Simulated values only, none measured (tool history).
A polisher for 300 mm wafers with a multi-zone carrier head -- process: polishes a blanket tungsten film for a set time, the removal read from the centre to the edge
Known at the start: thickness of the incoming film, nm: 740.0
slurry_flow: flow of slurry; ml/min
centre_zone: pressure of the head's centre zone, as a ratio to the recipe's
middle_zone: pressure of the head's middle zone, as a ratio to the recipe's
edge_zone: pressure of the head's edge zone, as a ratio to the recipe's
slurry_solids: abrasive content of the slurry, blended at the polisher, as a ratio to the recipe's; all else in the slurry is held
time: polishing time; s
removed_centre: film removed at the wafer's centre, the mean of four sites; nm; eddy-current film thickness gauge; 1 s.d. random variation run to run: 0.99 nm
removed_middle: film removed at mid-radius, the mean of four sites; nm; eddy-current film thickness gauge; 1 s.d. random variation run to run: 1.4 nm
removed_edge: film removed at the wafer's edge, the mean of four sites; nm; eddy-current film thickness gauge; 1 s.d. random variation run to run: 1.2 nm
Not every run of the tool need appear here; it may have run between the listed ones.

{"run": 1, "hour": 0.0, "slurry_flow": 120, "centre_zone": 1, "middle_zone": 1, "edge_zone": 1, "slurry_solids": 1, "time": 35, "removed_centre": 222.11, "removed_middle": 219.26, "removed_edge": 226.27}
{"run": 2, "hour": 1.7, "slurry_flow": 120, "centre_zone": 1, "middle_zone": 1, "edge_zone": 0.94, "slurry_solids": 1, "time": 35, "removed_centre": 221.59, "removed_middle": 221.71, "removed_edge": 222.55}
{"run": 3, "hour": 6.9, "slurry_flow": 120, "centre_zone": 1, "middle_zone": 1, "edge_zone": 0.94, "slurry_solids": 1, "time": 29, "removed_centre": 185.99, "removed_middle": 182.3, "removed_edge": 183.35}
{"run": 4, "hour": 9.6, "slurry_flow": 110, "centre_zone": 0.96, "middle_zone": 1, "edge_zone": 0.92, "slurry_solids": 0.85, "time": 28, "removed_centre": 158.3, "removed_middle": 168.43, "removed_edge": 167.25}
{"run": 5, "hour": 18.4, "slurry_flow": 110, "centre_zone": 0.96, "middle_zone": 1, "edge_zone": 0.92, "slurry_solids": 0.95, "time": 28, "removed_centre": 165.18, "removed_middle": 174.37, "removed_edge": 173.79}
{"run": 6, "hour": 21.0, "slurry_flow": 110, "centre_zone": 0.96, "middle_zone": 1, "edge_zone": 0.92, "slurry_solids": 0.8, "time": 28, "removed_centre": 158.67, "removed_middle": 167.85, "removed_edge": 165.1}
{"run": 7, "hour": 28.7, "slurry_flow": 110, "centre_zone": 0.96, "middle_zone": 1, "edge_zone": 0.92, "slurry_solids": 0.8, "time": 28, "removed_centre": 159.55, "removed_middle": 166.37, "removed_edge": 162.43}
{"run": 8, "hour": 33.2, "slurry_flow": 105, "centre_zone": 0.93, "middle_zone": 0.98, "edge_zone": 0.91, "slurry_solids": 0.7, "time": 27, "removed_centre": 139.7, "removed_middle": 149.79, "removed_edge": 151.18}
{"run": 9, "hour": 38.9, "slurry_flow": 100, "centre_zone": 0.92, "middle_zone": 0.98, "edge_zone": 0.89, "slurry_solids": 0.65, "time": 27, "removed_centre": 134.18, "removed_middle": 143.77, "removed_edge": 146.19}
{"run": 10, "hour": 41.3, "slurry_flow": 95, "centre_zone": 0.91, "middle_zone": 0.99, "edge_zone": 0.87, "slurry_solids": 0.6, "time": 27, "removed_centre": 128.04, "removed_middle": 144.06, "removed_edge": 141.66}
{"run": 11, "hour": 43.7, "slurry_flow": 90, "centre_zone": 0.91, "middle_zone": 0.98, "edge_zone": 0.85, "slurry_solids": 0.6, "time": 27, "removed_centre": 128, "removed_middle": 139.55, "removed_edge": 139.99}
{"run": 12, "hour": 46.0, "slurry_flow": 85, "centre_zone": 0.9, "middle_zone": 0.98, "edge_zone": 0.84, "slurry_solids": 0.6, "time": 27, "removed_centre": 123.9, "removed_middle": 136.87, "removed_edge": 137.19}

Forecast run 13:
{"run": 13, "hour": 46.8, "slurry_flow": 85, "centre_zone": 0.9, "middle_zone": 0.98, "edge_zone": 0.84, "slurry_solids": 0.6, "time": 27, "removed_centre": "?", "removed_middle": "?", "removed_edge": "?"}

{"run 13": {"removed_centre": 122.17, "removed_middle": 134.77, "removed_edge": 136.87}}
